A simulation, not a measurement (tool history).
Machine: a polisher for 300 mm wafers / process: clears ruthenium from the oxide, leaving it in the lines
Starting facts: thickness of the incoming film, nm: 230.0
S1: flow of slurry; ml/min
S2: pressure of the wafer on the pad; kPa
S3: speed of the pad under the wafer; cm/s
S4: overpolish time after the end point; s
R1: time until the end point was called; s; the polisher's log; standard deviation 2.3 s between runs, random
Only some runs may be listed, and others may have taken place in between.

run	day	S1	S2	S3	S4	R1
1	0.000	280	15.9	116	46	153.90
2	0.362	210	15.9	116	46	155.75
3	0.679	210	15.9	144	46	128.80
4	0.962	210	15.9	162	46	113.11
5	0.992	210	13.1	160	46	138.58
6	1.346	210	11.7	160	46	157.68
7	1.592	210	11.0	160	46	162.43

Run 8 comes next. What will it give?
8	1.779	210	10.3	160	46	?

Logged for run 8: R1 173.79 s.

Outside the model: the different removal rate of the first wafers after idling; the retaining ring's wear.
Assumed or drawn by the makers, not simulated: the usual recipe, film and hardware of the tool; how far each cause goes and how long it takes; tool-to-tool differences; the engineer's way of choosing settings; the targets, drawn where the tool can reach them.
